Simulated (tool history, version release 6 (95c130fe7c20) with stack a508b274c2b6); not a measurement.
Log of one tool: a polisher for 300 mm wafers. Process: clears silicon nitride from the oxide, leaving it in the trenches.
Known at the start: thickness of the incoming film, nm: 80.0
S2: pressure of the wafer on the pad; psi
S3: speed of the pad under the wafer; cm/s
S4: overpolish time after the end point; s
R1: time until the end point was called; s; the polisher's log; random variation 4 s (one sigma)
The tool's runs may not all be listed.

run 1 hour=0.0 | flow_of_slurry_(ml/min)=140 S2=3.0 S3=90 S4=48 | R1=90.309
run 2 hour=0.6 | flow_of_slurry_(ml/min)=140 S2=2.5 S3=90 S4=48 | R1=103.110
run 3 hour=8.0 | flow_of_slurry_(ml/min)=140 S2=2.9 S3=90 S4=48 | R1=85.694
run 4 hour=14.4 | flow_of_slurry_(ml/min)=140 S2=2.6 S3=86 S4=48 | R1=100.080
run 5 hour=17.0 | flow_of_slurry_(ml/min)=135 S2=2.4 S3=78 S4=48 | R1=120.060
run 6 hour=22.7 | flow_of_slurry_(ml/min)=135 S2=2.2 S3=74 S4=48 | R1=135.240
run 7 hour=28.2 | flow_of_slurry_(ml/min)=135 S2=2.1 S3=72 S4=48 | R1=145.130
run 8 hour=35.0 | flow_of_slurry_(ml/min)=135 S2=2.0 S3=70 S4=48 | R1=157.470
run 9 hour=39.5 | flow_of_slurry_(ml/min)=135 S2=2.0 S3=70 S4=48 | R1=155.030

Run 10 comes next. What will it give?
run 10 hour=45.8 | flow_of_slurry_(ml/min)=135 S2=1.4 S3=62 S4=48 | R1=?

R1: 243.860 s
